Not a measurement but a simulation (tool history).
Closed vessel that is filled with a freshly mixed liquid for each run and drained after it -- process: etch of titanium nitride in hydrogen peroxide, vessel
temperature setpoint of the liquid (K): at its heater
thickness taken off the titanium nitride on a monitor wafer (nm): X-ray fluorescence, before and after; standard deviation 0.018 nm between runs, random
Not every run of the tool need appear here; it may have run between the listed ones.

| run | hour | temperature setpoint of the liquid (K) | concentration of hydrogen peroxide in the mixed liquid (% by weight) | time in the liquid (s) | thickness taken off the titanium nitride on a monitor wafer (nm) |
|---|---|---|---|---|---|
| 1 | 0.0 | 316.15 | 20.0 | 160 | 5.4317 |
| 2 | 5.2 | 314.65 | 20.0 | 160 | 4.8494 |
| 3 | 13.0 | 314.65 | 20.0 | 160 | 4.9529 |
| 4 | 16.9 | 313.15 | 20.0 | 160 | 4.3429 |
| 5 | 25.7 | 318.15 | 20.0 | 160 | 6.3342 |
| 6 | 32.5 | 321.65 | 20.0 | 160 | 8.2927 |
| 7 | 39.2 | 319.15 | 20.0 | 160 | 6.9096 |
| 8 | 46.8 | 317.15 | 20.0 | 160 | 5.9227 |
| 9 | 48.4 | 315.15 | 20.0 | 160 | 5.0784 |
| 10 | 57.1 | 313.65 | 20.0 | 160 | 4.5699 |
| 11 | 65.0 | 312.15 | 20.0 | 160 | 4.0555 |
| 12 | 67.5 | 311.15 | 20.0 | 160 | 3.7164 |
|  | 69.4 | thermometer replaced |
| 13 | 69.4 | 310.15 | 20.0 | 160 | 3.8651 |

What does the tool deliver on the next run?
| 14 | 71.4 | 305.15 | 15.0 | 125 | ? |

Run 14 came out at thickness taken off the titanium nitride on a monitor wafer (nm) 1.9420.
